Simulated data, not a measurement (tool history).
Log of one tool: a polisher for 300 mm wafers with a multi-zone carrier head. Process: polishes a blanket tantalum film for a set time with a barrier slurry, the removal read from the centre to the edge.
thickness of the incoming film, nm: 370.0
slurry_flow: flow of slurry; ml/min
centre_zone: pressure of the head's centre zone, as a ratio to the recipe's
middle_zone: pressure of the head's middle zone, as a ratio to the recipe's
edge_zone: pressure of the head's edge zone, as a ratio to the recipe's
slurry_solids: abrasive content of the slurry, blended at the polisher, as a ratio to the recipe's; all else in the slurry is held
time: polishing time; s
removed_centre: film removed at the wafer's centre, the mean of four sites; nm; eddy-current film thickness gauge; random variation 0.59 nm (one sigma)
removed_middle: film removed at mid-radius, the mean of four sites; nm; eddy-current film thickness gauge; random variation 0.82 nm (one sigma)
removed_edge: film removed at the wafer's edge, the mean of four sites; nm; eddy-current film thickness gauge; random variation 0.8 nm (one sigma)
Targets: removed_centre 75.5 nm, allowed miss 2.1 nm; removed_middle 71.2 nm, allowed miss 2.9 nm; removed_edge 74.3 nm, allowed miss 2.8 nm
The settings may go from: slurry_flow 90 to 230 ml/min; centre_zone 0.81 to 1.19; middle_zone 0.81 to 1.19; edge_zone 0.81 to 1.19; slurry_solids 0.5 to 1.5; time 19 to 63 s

run,day,slurry_flow,centre_zone,middle_zone,edge_zone,slurry_solids,time,removed_centre,removed_middle,removed_edge
1,0,150,1,1,1,1,41,58.169,58.061,56.332
2,0.358,160,1.01,1,1.04,1.15,41,61.598,62.184,60.759
3,0.683,170,1.03,0.99,1.08,1.2,41,63.159,61.045,62.52
4,0.725,140,1.03,0.99,1.08,1.2,41,61.744,59.024,61.154
5,0.979,140,1.03,1.05,1.08,1.2,41,61.186,62.461,61.681
6,1.033,140,1.03,1.05,1.04,1.2,41,61.768,63.685,60.236
7,1.367,180,1.1,1.06,1.14,1.45,42,72.236,69.415,68.837
8,1.688,185,1.1,1.05,1.15,1.45,42,73.042,69.3,70.351
9,1.812,190,1.1,1.05,1.16,1.45,42,72.562,69.352,71.409
10,1.862,195,1.1,1.05,1.17,1.45,42,72.841,68.464,69.927

Which of these 4 next moves meets every target?
A,1.912,220,1.05,1.03,1.19,1.5,42,?,?,?
B,1.912,175,0.96,0.9,1.19,1.5,49,?,?,?
C,1.912,210,1.09,0.89,1.19,1.4,44,?,?,?
D,1.912,135,1.12,1.06,1.19,1.5,45,?,?,?

move,removed_centre,removed_middle,removed_edge
A,71.77,70.526,72.584
B,76.137,72.619,83.182
C,75.673,65.107,74.797
D,75.432,72.742,74.464
A: brings the result that was furthest off to its target, and leaves another outside
B: takes the result that was furthest off past its target
C: brings the result that was furthest off to its target, and leaves another outside
D: meets every target
Move D is the one to make.
